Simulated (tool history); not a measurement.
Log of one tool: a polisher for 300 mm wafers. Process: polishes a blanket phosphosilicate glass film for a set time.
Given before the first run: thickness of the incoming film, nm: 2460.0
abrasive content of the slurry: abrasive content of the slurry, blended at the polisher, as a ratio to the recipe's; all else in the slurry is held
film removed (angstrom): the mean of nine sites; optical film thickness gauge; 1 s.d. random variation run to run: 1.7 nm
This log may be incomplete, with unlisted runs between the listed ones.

| run | hour | flow of slurry (ml/min) | pressure of the wafer on the pad (psi) | speed of the pad under the wafer (m/s) | abrasive content of the slurry | polishing time (s) | film removed (angstrom) |
|---|---|---|---|---|---|---|---|
| 1 | 0.0 | 265 | 3.5 | 0.88 | 1.0 | 37 | 3400.2 |
| 2 | 4.4 | 265 | 3.3 | 0.86 | 1.0 | 37 | 3191.2 |
| 3 | 13.0 | 265 | 3.1 | 0.82 | 1.0 | 37 | 2985.7 |
| 4 | 15.2 | 265 | 2.8 | 0.82 | 1.0 | 37 | 2786.1 |
| 5 | 15.9 | 265 | 2.6 | 0.78 | 1.0 | 37 | 2561.7 |
| 6 | 20.4 | 265 | 2.5 | 0.74 | 1.0 | 37 | 2382.3 |
| 7 | 28.8 | 265 | 2.4 | 0.72 | 1.0 | 37 | 2277.5 |

For run 8, what comes out?
| 8 | 34.9 | 265 | 2.3 | 0.70 | 1.0 | 37 | ? |

{"run 8": {"film removed (angstrom)": 2197.7}}
